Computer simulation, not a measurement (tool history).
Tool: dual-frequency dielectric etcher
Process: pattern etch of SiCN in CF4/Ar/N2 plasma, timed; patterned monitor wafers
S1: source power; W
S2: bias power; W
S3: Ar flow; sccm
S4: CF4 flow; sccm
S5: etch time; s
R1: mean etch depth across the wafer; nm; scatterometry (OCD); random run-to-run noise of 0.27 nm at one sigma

{"run": 1, "hour": 0.0, "S1": 530, "S2": 85, "S3": 129, "S4": 58, "S5": 72.0, "R1": 65.783}
{"run": 2, "hour": 2.3, "S1": 500, "S2": 85, "S3": 129, "S4": 58, "S5": 72.0, "R1": 62.015}
{"run": 3, "hour": 5.0, "S1": 500, "S2": 85, "S3": 108, "S4": 58, "S5": 72.0, "R1": 63.197}
{"run": 4, "hour": 8.8, "S1": 480, "S2": 85, "S3": 108, "S4": 58, "S5": 72.0, "R1": 60.974}
{"run": 5, "hour": 10.9, "S1": 480, "S2": 85, "S3": 93, "S4": 58, "S5": 72.0, "R1": 63.098}
{"run": 6, "hour": 18.7, "S1": 480, "S2": 85, "S3": 93, "S4": 52, "S5": 72.0, "R1": 62.512}
{"run": 7, "hour": 25.9, "S1": 460, "S2": 85, "S3": 93, "S4": 52, "S5": 72.0, "R1": 59.774}
{"run": 8, "hour": 28.4, "S1": 440, "S2": 85, "S3": 93, "S4": 52, "S5": 72.0, "R1": 57.049}

Expected results for the next run?
{"run": 9, "hour": 30.8, "S1": 430, "S2": 85, "S3": 93, "S4": 52, "S5": 72.0, "R1": "?"}

Run 9 measured R1 55.731 nm.

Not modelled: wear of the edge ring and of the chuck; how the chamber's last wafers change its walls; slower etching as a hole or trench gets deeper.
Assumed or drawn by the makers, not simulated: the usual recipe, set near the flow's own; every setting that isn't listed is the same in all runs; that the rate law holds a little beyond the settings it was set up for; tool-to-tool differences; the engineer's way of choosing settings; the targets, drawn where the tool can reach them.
